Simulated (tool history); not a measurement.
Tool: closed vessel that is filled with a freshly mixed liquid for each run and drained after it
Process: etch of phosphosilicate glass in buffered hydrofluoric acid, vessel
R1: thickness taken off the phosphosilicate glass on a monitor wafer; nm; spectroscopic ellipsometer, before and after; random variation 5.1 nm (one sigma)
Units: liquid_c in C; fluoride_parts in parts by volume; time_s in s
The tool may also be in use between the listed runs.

run 1 day=0 | liquid_c=21 fluoride_parts=14 time_s=105 | R1=530.5
run 2 day=0.167 | liquid_c=17.5 fluoride_parts=14 time_s=105 | R1=434.48
run 3 day=0.542 | liquid_c=17 fluoride_parts=14 time_s=105 | R1=423.81
run 4 day=0.579 | liquid_c=17 fluoride_parts=14 time_s=105 | R1=422.09
run 5 day=0.658 | liquid_c=20.5 fluoride_parts=13.5 time_s=105 | R1=532.16
run 6 day=0.967 | liquid_c=23 fluoride_parts=13.5 time_s=105 | R1=609.83
run 7 day=1.175 | liquid_c=25 fluoride_parts=13.5 time_s=105 | R1=689.29
run 8 day=1.196 | liquid_c=26 fluoride_parts=13.5 time_s=105 | R1=719.42
run 9 day=1.462 | liquid_c=27 fluoride_parts=13.5 time_s=105 | R1=760.36
run 10 day=1.517 | liquid_c=27.5 fluoride_parts=13.5 time_s=105 | R1=786.42
run 11 day=1.867 | liquid_c=28 fluoride_parts=13.5 time_s=105 | R1=801.71
run 12 day=2.171 | liquid_c=28 fluoride_parts=13.5 time_s=105 | R1=808.53

Run 13 comes next. What will it give?
run 13 day=2.479 | liquid_c=28.5 fluoride_parts=13.5 time_s=105 | R1=?

{"run 13": {"R1": 817.84}}
